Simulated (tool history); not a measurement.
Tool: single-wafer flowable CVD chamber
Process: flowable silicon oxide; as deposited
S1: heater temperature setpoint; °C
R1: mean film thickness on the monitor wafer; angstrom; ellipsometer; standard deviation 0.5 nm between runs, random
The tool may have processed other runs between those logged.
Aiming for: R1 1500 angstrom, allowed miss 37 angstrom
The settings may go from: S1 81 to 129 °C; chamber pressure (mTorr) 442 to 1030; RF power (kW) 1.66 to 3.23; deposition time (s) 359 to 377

{"run": 1, "hour": 0.0, "S1": 105, "chamber pressure (mTorr)": 736, "RF power (kW)": 2.445, "deposition time (s)": 377, "R1": 1860.4}
{"run": 2, "hour": 1.3, "S1": 106, "chamber pressure (mTorr)": 736, "RF power (kW)": 2.445, "deposition time (s)": 377, "R1": 1815.4}
{"run": 3, "hour": 5.8, "S1": 107, "chamber pressure (mTorr)": 736, "RF power (kW)": 2.445, "deposition time (s)": 377, "R1": 1753.9}
{"run": 4, "hour": 7.6, "S1": 107, "chamber pressure (mTorr)": 736, "RF power (kW)": 2.445, "deposition time (s)": 359, "R1": 1672.9}
{"run": 5, "hour": 10.2, "S1": 107, "chamber pressure (mTorr)": 833, "RF power (kW)": 2.445, "deposition time (s)": 359, "R1": 1879.8}
{"run": 6, "hour": 17.5, "S1": 107, "chamber pressure (mTorr)": 833, "RF power (kW)": 2.445, "deposition time (s)": 377, "R1": 1977.1}
{"run": 7, "hour": 25.5, "S1": 108, "chamber pressure (mTorr)": 833, "RF power (kW)": 2.445, "deposition time (s)": 377, "R1": 1919}
{"run": 8, "hour": 34.0, "S1": 109, "chamber pressure (mTorr)": 833, "RF power (kW)": 2.445, "deposition time (s)": 377, "R1": 1873.7}

4 candidate next runs follow, results not yet known. Just one meets every target within its allowed miss. Identify it.
{"run": "A", "hour": 42.5, "S1": 116, "chamber pressure (mTorr)": 798, "RF power (kW)": 2.49, "deposition time (s)": 359, "R1": "?"}
{"run": "B", "hour": 42.5, "S1": 115, "chamber pressure (mTorr)": 787, "RF power (kW)": 2.435, "deposition time (s)": 359, "R1": "?"}
{"run": "C", "hour": 42.5, "S1": 116, "chamber pressure (mTorr)": 794, "RF power (kW)": 2.315, "deposition time (s)": 370, "R1": "?"}
{"run": "D", "hour": 42.5, "S1": 120, "chamber pressure (mTorr)": 959, "RF power (kW)": 2.565, "deposition time (s)": 359, "R1": "?"}

move=A R1=1400.4
move=B R1=1415.9
move=C R1=1423.9
move=D R1=1508.7
A: moves the result that the last run missed by most past its target, out the other side
B: moves the result that the last run missed by most past its target, out the other side
C: moves the result that the last run missed by most past its target, out the other side
D: all results land within tolerance of their targets
D is the move that brings every result within its allowed miss.

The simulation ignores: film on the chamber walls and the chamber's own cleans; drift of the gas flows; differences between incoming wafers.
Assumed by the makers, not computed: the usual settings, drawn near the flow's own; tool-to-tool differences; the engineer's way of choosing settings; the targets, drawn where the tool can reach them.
